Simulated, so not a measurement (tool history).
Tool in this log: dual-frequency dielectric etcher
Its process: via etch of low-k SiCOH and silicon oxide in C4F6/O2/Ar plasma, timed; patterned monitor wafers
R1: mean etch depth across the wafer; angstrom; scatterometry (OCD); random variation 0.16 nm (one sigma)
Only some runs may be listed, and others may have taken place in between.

Run 1, hour 0.0: source power (W) 250, bias power (W) 212, etch time (s) 42. Result: R1 928.33 angstrom.
Run 2, hour 6.2: source power (W) 280, bias power (W) 212, etch time (s) 42. Result: R1 968.79 angstrom.
Run 3, hour 10.9: source power (W) 280, bias power (W) 212, etch time (s) 42. Result: R1 970.33 angstrom.
Run 4, hour 15.3: source power (W) 250, bias power (W) 212, etch time (s) 42. Result: R1 931.07 angstrom.
Run 5, hour 22.8: source power (W) 270, bias power (W) 212, etch time (s) 42. Result: R1 957.24 angstrom.
Run 6, hour 24.8: source power (W) 250, bias power (W) 205, etch time (s) 42. Result: R1 916.96 angstrom.
Run 7, hour 30.4: source power (W) 250, bias power (W) 205, etch time (s) 42. Result: R1 919.61 angstrom.
Run 8, hour 33.4: source power (W) 240, bias power (W) 199, etch time (s) 42. Result: R1 897.68 angstrom.
Run 9, hour 34.0: source power (W) 230, bias power (W) 194, etch time (s) 42. Result: R1 878.39 angstrom.

Run 10 is up next; what results do you expect?
Run 10, hour 39.1: source power (W) 230, bias power (W) 194, etch time (s) 42. Result: R1 ?.

{"run 10": {"R1": 877.21}}
